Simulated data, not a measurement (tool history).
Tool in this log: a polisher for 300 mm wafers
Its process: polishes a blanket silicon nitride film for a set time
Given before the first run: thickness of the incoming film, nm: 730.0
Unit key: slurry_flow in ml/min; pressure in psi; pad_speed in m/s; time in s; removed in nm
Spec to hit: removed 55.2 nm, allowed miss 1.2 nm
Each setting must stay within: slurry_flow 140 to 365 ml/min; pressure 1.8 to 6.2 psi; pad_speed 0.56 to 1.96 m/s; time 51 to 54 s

run,hour,slurry_flow,pressure,pad_speed,time,removed
1,0,235,4,1.26,51,113.84
2,7.4,225,3.3,1.18,51,91.101
3,11.5,220,2.8,1.12,51,75.089
4,20.5,220,2.8,1.12,54,80.08
5,29.3,215,2.5,1.08,54,69.786
6,31.1,200,2.3,1.08,54,63.94
7,38,180,2.2,1.08,54,60.825
8,40.9,170,2.2,1.08,54,59.825
9,41.5,160,2.2,1.08,54,59.181
10,45.4,160,2.2,1.08,54,59.632
11,52.2,155,1.8,1.08,54,48.599
12,59.3,180,1.8,1.08,54,49.778
13,66.1,195,1.9,1.08,54,53.433

Which of these 5 next moves meets every target?
A,72.9,140,2.3,0.9,51,?
B,72.9,255,1.8,1.14,52,?
C,72.9,215,1.8,1.22,51,?
D,72.9,205,1.9,0.94,52,?
E,72.9,305,2.1,0.9,53,?

move,removed
A,51.522
B,51.888
C,51.824
D,47.848
E,54.757
A: the biggest miss grows against the last run
B: the biggest miss grows against the last run
C: the biggest miss grows against the last run
D: the biggest miss grows against the last run
E: every result within its allowed miss
The move that meets every target is E.
